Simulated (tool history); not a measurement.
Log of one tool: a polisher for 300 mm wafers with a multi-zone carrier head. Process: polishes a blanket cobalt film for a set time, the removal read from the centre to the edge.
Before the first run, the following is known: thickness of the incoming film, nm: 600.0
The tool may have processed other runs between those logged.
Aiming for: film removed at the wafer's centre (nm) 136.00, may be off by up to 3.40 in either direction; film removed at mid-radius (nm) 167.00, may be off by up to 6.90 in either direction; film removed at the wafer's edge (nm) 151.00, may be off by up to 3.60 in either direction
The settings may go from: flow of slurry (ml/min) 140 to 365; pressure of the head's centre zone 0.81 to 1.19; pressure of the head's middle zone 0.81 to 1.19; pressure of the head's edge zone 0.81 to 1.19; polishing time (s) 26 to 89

run,day,flow of slurry (ml/min),pressure of the head's centre zone,pressure of the head's middle zone,pressure of the head's edge zone,polishing time (s),film removed at the wafer's centre (nm),film removed at mid-radius (nm),film removed at the wafer's edge (nm)
1,0.000,235,1.00,1.00,1.00,57,244.97,249.55,244.32
2,0.250,225,0.96,1.00,0.97,52,211.22,223.19,221.57
3,0.308,225,0.88,1.00,0.97,52,195.88,225.97,218.69
4,0.450,225,0.88,1.00,0.90,52,192.62,220.29,208.98
5,0.779,220,0.87,1.01,0.88,49,181.05,215.16,195.94
6,0.833,220,0.87,0.95,0.88,49,181.16,201.37,197.57
7,1.208,215,0.86,0.96,0.86,46,169.76,192.51,182.80
8,1.271,160,0.81,0.99,0.83,36,119.63,143.31,137.18
9,1.429,180,0.81,0.99,0.83,36,120.51,149.00,137.62
10,1.571,200,0.82,0.98,0.84,36,124.07,148.40,141.25
11,1.867,220,0.83,0.99,0.84,36,127.41,151.83,141.39
12,2.162,235,0.83,1.00,0.85,36,127.44,155.43,142.35
13,2.446,250,0.83,1.00,0.86,36,128.80,155.09,145.38

Consider the 5 candidate settings below. Which is the only one whose results all fall within their allowed miss of target?
A,2.729,285,0.88,1.01,0.85,37,?,?,?
B,2.729,260,0.86,1.13,0.81,34,?,?,?
C,2.729,270,0.84,0.93,0.87,37,?,?,?
D,2.729,220,0.85,1.04,0.87,38,?,?,?
E,2.729,250,0.85,1.04,0.84,36,?,?,?

move,film removed at the wafer's centre (nm),film removed at mid-radius (nm),film removed at the wafer's edge (nm)
A,142.21,162.37,150.39
B,126.50,162.70,134.12
C,134.87,150.70,151.51
D,136.74,166.20,152.73
E,131.69,159.80,144.02
A: takes the biggest miss from the last run beyond its target
B: the biggest miss grows against the last run
C: the worst result of the last run now meets its target, but another is out of spec
D: all results land within tolerance of their targets
E: nearer than the last run, and not there yet
D meets every target.

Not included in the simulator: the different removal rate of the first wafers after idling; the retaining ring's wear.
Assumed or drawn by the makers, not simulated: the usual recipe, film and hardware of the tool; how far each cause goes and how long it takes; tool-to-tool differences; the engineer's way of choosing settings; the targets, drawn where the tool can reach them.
